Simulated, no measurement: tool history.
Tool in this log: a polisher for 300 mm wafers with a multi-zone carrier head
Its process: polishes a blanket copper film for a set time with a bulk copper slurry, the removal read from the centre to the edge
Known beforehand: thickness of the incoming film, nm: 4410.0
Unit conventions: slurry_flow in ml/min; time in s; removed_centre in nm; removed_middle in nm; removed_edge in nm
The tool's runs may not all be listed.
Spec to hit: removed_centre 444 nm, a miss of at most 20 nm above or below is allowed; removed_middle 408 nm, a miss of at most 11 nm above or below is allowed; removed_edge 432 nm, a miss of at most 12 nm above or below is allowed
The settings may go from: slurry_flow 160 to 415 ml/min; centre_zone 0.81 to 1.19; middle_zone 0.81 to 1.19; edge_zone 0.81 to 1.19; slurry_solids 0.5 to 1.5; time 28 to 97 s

Run 1, hour 0: slurry_flow 265 ml/min, centre_zone 1, middle_zone 1, edge_zone 1, slurry_solids 1, time 62 s. Result: removed_centre 590.61 nm, removed_middle 587.03 nm, removed_edge 588.77 nm.
Run 2, hour 2.9: slurry_flow 255 ml/min, centre_zone 0.99, middle_zone 0.96, edge_zone 0.96, slurry_solids 0.85, time 60 s. Result: removed_centre 551.38 nm, removed_middle 519.81 nm, removed_edge 529.55 nm.
Run 3, hour 11.7: slurry_flow 245 ml/min, centre_zone 0.95, middle_zone 0.93, edge_zone 0.92, slurry_solids 0.75, time 60 s. Result: removed_centre 502.74 nm, removed_middle 490.43 nm, removed_edge 512.18 nm.
Run 4, hour 15.7: slurry_flow 245 ml/min, centre_zone 0.95, middle_zone 0.93, edge_zone 0.92, slurry_solids 0.55, time 60 s. Result: removed_centre 459.74 nm, removed_middle 461.57 nm, removed_edge 472.7 nm.
Run 5, hour 20.7: slurry_flow 240 ml/min, centre_zone 0.96, middle_zone 0.91, edge_zone 0.9, slurry_solids 0.55, time 59 s. Result: removed_centre 471.98 nm, removed_middle 435.36 nm, removed_edge 453.67 nm.
Run 6, hour 22.8: slurry_flow 240 ml/min, centre_zone 0.96, middle_zone 0.91, edge_zone 0.9, slurry_solids 0.55, time 73 s. Result: removed_centre 567.52 nm, removed_middle 547.07 nm, removed_edge 560.57 nm.
At hour 24.3: worn pad replaced by a new one.
Run 7, hour 24.3: slurry_flow 230 ml/min, centre_zone 0.95, middle_zone 0.89, edge_zone 0.88, slurry_solids 0.55, time 69 s. Result: removed_centre 590.88 nm, removed_middle 545.52 nm, removed_edge 573.43 nm.
Run 8, hour 31.1: slurry_flow 260 ml/min, centre_zone 1, middle_zone 0.91, edge_zone 0.96, slurry_solids 0.55, time 69 s. Result: removed_centre 615.28 nm, removed_middle 565.51 nm, removed_edge 604.85 nm.
Run 9, hour 37.4: slurry_flow 225 ml/min, centre_zone 0.91, middle_zone 0.85, edge_zone 0.86, slurry_solids 0.5, time 51 s. Result: removed_centre 409.27 nm, removed_middle 379.41 nm, removed_edge 409.43 nm.
Run 10, hour 39.6: slurry_flow 235 ml/min, centre_zone 0.92, middle_zone 0.86, edge_zone 0.86, slurry_solids 0.55, time 51 s. Result: removed_centre 412.03 nm, removed_middle 397.62 nm, removed_edge 422.69 nm.
Run 11, hour 48.2: slurry_flow 240 ml/min, centre_zone 0.94, middle_zone 0.86, edge_zone 0.86, slurry_solids 0.55, time 51 s. Result: removed_centre 422.5 nm, removed_middle 394.23 nm, removed_edge 421.36 nm.
Run 12, hour 53.1: slurry_flow 250 ml/min, centre_zone 0.95, middle_zone 0.86, edge_zone 0.86, slurry_solids 0.55, time 51 s. Result: removed_centre 444.61 nm, removed_middle 396.63 nm, removed_edge 424.92 nm.

Pick the move, out of 4, that brings all results within their allowed miss; only one does.
Run A, hour 58: slurry_flow 230 ml/min, centre_zone 0.95, middle_zone 1.03, edge_zone 0.87, slurry_solids 0.55, time 48 s. Result: removed_centre ?, removed_middle ?, removed_edge ?.
Run B, hour 58: slurry_flow 220 ml/min, centre_zone 1.01, middle_zone 0.86, edge_zone 0.81, slurry_solids 0.5, time 51 s. Result: removed_centre ?, removed_middle ?, removed_edge ?.
Run C, hour 58: slurry_flow 300 ml/min, centre_zone 0.88, middle_zone 0.89, edge_zone 0.91, slurry_solids 0.7, time 45 s. Result: removed_centre ?, removed_middle ?, removed_edge ?.
Run D, hour 58: slurry_flow 305 ml/min, centre_zone 0.97, middle_zone 0.9, edge_zone 0.92, slurry_solids 0.7, time 47 s. Result: removed_centre ?, removed_middle ?, removed_edge ?.

move  removed_centre  removed_middle  removed_edge
   A           401.5          423.68        397.97
   B          434.52          380.55        399.43
   C          387.01           386.6           413
   D           437.1          407.69        433.98
A: moves the result that the last run missed by most past its target, out the other side
B: moves away from the targets compared with the last run
C: moves away from the targets compared with the last run
D: meets every target
The right move is D.
